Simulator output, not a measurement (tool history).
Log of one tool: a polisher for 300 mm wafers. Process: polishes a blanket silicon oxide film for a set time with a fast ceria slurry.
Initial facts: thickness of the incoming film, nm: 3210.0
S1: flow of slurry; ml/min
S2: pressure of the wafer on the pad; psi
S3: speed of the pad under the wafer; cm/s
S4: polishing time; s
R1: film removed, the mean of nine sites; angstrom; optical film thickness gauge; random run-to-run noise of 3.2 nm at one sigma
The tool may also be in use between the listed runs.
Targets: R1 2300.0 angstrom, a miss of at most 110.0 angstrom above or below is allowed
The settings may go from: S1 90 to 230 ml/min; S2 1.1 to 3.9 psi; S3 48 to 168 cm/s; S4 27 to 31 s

run 1 hour=0.0 | S1=150 S2=2.5 S3=108 S4=31 | R1=5196.1
run 2 hour=7.3 | S1=150 S2=2.1 S3=100 S4=31 | R1=4210.8
run 3 hour=12.1 | S1=150 S2=2.6 S3=100 S4=31 | R1=5128.2
run 4 hour=12.7 | S1=150 S2=2.2 S3=92 S4=31 | R1=4077.6
run 5 hour=15.5 | S1=150 S2=2.2 S3=92 S4=27 | R1=3520.8
run 6 hour=19.0 | S1=135 S2=2.2 S3=92 S4=27 | R1=3430.1
run 7 hour=22.1 | S1=125 S2=2.0 S3=92 S4=27 | R1=3177.9
run 8 hour=27.0 | S1=120 S2=1.8 S3=92 S4=27 | R1=2857.7
run 9 hour=32.4 | S1=115 S2=1.7 S3=92 S4=27 | R1=2751.8
run 10 hour=40.6 | S1=110 S2=1.6 S3=92 S4=27 | R1=2548.0

Which of these 5 next moves meets every target?
run A hour=48.8 | S1=130 S2=1.1 S3=96 S4=27 | R1=?
run B hour=48.8 | S1=115 S2=1.4 S3=78 S4=27 | R1=?
run C hour=48.8 | S1=110 S2=1.1 S3=88 S4=30 | R1=?
run D hour=48.8 | S1=155 S2=1.1 S3=108 S4=27 | R1=?
run E hour=48.8 | S1=120 S2=1.7 S3=68 S4=27 | R1=?

move=A R1=2059.5
move=B R1=2022.5
move=C R1=2053.4
move=D R1=2352.6
move=E R1=2126.0
A: takes the biggest miss from the last run beyond its target
B: takes the biggest miss from the last run beyond its target
C: takes the biggest miss from the last run beyond its target
D: in spec on every target
E: takes the biggest miss from the last run beyond its target
Move D is the one to make.
